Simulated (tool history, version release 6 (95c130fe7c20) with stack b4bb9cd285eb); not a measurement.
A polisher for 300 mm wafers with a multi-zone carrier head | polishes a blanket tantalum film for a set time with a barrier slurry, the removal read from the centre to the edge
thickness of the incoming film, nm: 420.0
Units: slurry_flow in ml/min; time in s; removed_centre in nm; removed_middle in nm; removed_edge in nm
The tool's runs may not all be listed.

run  hour  slurry_flow  centre_zone  middle_zone  edge_zone  slurry_solids  time  removed_centre  removed_middle  removed_edge
  1     0          295            1            1          1              1    67          75.665           76.49        71.384
  2     9          245            1            1          1              1    67          72.892          75.261        72.281
  3  15.9          270         0.97         1.01       0.96            0.9    67           72.62          74.475        69.663
  4  20.6          270         0.97         1.01       0.96           1.05    67          73.785          78.374        71.963
  5  29.5          290         0.94         1.03       0.94           0.95    65          68.835          75.316        68.253
  6  31.8          290         0.94         1.03       1.01           0.95    65          69.452          74.867        72.453
     38.2  -- edge zone pressure recalibrated
  7  38.2          285         0.93         1.04       0.96            0.9    64          66.385          72.782        65.722
  8  39.4          275         0.92         1.04       0.94           0.85    64          65.101          71.074        64.807
  9  44.8          275         0.92         1.04       0.94           0.85    64          63.344           71.52        66.921

Run 10 comes next. What will it give?
 10    53          285         0.92         1.05       0.91            0.8    63               ?               ?             ?

removed_centre: 62.184 nm
removed_middle: 69.581 nm
removed_edge: 62.079 nm
